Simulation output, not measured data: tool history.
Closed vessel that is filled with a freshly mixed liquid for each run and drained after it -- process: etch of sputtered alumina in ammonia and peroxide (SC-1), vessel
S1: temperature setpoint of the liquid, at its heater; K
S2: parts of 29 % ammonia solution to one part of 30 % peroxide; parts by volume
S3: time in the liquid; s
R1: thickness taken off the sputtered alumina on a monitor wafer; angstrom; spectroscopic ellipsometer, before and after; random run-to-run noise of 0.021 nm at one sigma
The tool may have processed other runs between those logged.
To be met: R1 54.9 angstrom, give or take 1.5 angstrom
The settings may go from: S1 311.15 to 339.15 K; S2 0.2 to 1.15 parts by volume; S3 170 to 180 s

run  hour      S1    S2   S3      R1
  1     0  323.15  0.65  170  90.209
  2     5  327.15  0.65  170  112.52
  3  12.6  327.15  0.85  170   114.7
  4  19.5  327.15  0.85  180  121.07
  5  23.9  327.15  0.85  180  121.88
  6  27.9  322.65  0.85  180  95.218
  7  29.4  320.65  0.85  180  85.814
  8  31.2  319.15  0.85  180  78.101
  9  32.5  318.15  0.85  180    74.4
 10  33.7  317.15  0.85  180  70.527
 11  34.9  316.15  0.85  180  65.596
 12  42.7  315.65  0.85  180  64.759

4 candidate next runs follow, results not yet known. Just one meets every target within its allowed miss. Identify it.
  A  50.5  316.15   0.9  180   ?
  B  50.5  317.65     1  180   ?
  C  50.5  311.65  0.95  170   ?
  D  50.5  314.15   0.8  170   ?

move      R1
   A  66.502
   B  73.216
   C  48.485
   D  55.287
A: the biggest miss grows against the last run
B: the biggest miss grows against the last run
C: takes the result that was furthest off past its target
D: in spec on every target
Answer: D

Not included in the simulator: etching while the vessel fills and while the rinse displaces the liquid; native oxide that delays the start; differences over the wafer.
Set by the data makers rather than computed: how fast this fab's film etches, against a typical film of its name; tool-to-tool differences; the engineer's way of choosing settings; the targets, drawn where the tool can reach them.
